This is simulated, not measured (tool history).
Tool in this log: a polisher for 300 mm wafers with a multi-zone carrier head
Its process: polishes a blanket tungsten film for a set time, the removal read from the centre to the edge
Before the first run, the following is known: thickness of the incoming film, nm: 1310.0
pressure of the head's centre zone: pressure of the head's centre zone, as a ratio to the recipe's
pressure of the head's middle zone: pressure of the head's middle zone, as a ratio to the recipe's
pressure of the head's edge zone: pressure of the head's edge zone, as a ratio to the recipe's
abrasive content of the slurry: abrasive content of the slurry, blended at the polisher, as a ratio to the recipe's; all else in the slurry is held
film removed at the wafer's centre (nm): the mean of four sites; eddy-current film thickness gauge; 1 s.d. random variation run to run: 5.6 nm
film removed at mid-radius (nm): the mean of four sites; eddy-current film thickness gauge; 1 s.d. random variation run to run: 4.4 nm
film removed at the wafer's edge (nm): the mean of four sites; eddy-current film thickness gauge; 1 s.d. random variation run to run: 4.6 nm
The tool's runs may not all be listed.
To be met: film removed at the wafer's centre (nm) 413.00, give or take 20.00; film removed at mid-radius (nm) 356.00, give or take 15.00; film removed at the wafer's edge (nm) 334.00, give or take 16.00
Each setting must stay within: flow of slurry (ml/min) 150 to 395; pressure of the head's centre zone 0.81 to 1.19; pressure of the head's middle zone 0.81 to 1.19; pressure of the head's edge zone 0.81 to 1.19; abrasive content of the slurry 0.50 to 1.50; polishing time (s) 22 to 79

run	hour	flow of slurry (ml/min)	pressure of the head's centre zone	pressure of the head's middle zone	pressure of the head's edge zone	abrasive content of the slurry	polishing time (s)	film removed at the wafer's centre (nm)	film removed at mid-radius (nm)	film removed at the wafer's edge (nm)
1	0.0	250	1.00	1.00	1.00	1.00	50	270.47	270.36	258.81
2	2.4	250	1.00	1.00	1.04	1.00	50	273.06	276.76	273.03
3	6.9	195	1.00	1.00	1.04	1.00	50	262.20	267.36	264.96
4	11.4	195	1.00	1.00	1.04	1.20	50	282.90	278.23	275.08
5	12.1	200	1.03	1.02	1.05	1.25	50	294.09	289.58	285.02
6	18.8	210	1.05	1.03	1.04	1.30	51	303.01	298.18	291.12
7	22.2	215	1.07	1.03	1.02	1.35	52	325.11	305.92	287.61
8	27.1	220	1.09	1.03	1.03	1.35	53	340.58	306.44	308.61
9	31.5	220	1.10	1.04	1.02	1.35	54	341.68	319.28	304.81
10	36.4	225	1.11	1.04	1.02	1.35	55	364.99	327.69	313.61
11	44.9	230	1.12	1.05	1.02	1.35	55	360.68	334.88	321.48
12	48.0	235	1.13	1.05	1.01	1.35	55	360.91	335.68	311.47
13	54.5	235	1.14	1.05	1.01	1.35	55	368.07	328.57	321.78
14	61.4	240	1.15	1.05	1.00	1.35	55	368.57	327.73	309.30

Consider the 4 candidate settings below. Which is the only one whose results all fall within their allowed miss of target?
A	68.3	260	1.19	0.83	1.11	1.40	57	?	?	?
B	68.3	230	1.19	0.84	1.16	1.40	55	?	?	?
C	68.3	240	1.19	1.03	1.01	1.45	58	?	?	?
D	68.3	220	1.19	0.84	0.96	1.40	60	?	?	?

move	film removed at the wafer's centre (nm)	film removed at mid-radius (nm)	film removed at the wafer's edge (nm)
A	401.37	292.34	338.38
B	382.15	281.18	330.92
C	409.26	351.48	328.91
D	414.75	305.43	327.53
A: corrects the largest miss of the last run, while another result sits out of spec
B: lands further from the targets than the last run did
C: every result within its allowed miss
D: corrects the largest miss of the last run, while another result sits out of spec
Go with C: it meets all targets.
